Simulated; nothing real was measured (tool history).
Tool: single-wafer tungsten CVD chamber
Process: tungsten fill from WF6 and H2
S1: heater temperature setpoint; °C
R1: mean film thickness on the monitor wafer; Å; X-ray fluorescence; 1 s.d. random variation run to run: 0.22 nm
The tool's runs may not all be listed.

Run 1, hour 0.0: S1 385 °C, chamber pressure (Torr) 35.6, deposition time (s) 28.2. Result: R1 692.35 Å.
Run 2, hour 5.9: S1 385 °C, chamber pressure (Torr) 35.6, deposition time (s) 26.9. Result: R1 661.33 Å.
Run 3, hour 7.8: S1 385 °C, chamber pressure (Torr) 41.0, deposition time (s) 26.9. Result: R1 699.99 Å.
Run 4, hour 10.1: S1 385 °C, chamber pressure (Torr) 37.4, deposition time (s) 26.9. Result: R1 676.01 Å.
Run 5, hour 18.7: S1 385 °C, chamber pressure (Torr) 40.6, deposition time (s) 26.9. Result: R1 697.78 Å.
Run 6, hour 20.2: S1 394 °C, chamber pressure (Torr) 40.6, deposition time (s) 26.9. Result: R1 851.61 Å.
Run 7, hour 24.2: S1 395 °C, chamber pressure (Torr) 40.7, deposition time (s) 26.9. Result: R1 873.14 Å.
Run 8, hour 26.7: S1 396 °C, chamber pressure (Torr) 40.8, deposition time (s) 26.9. Result: R1 891.39 Å.
Run 9, hour 31.2: S1 397 °C, chamber pressure (Torr) 40.9, deposition time (s) 26.9. Result: R1 909.45 Å.

Expected results for the next run?
Run 10, hour 39.2: S1 398 °C, chamber pressure (Torr) 41.0, deposition time (s) 26.9. Result: R1 ?.

Run 10 came out at R1 931.26 Å.
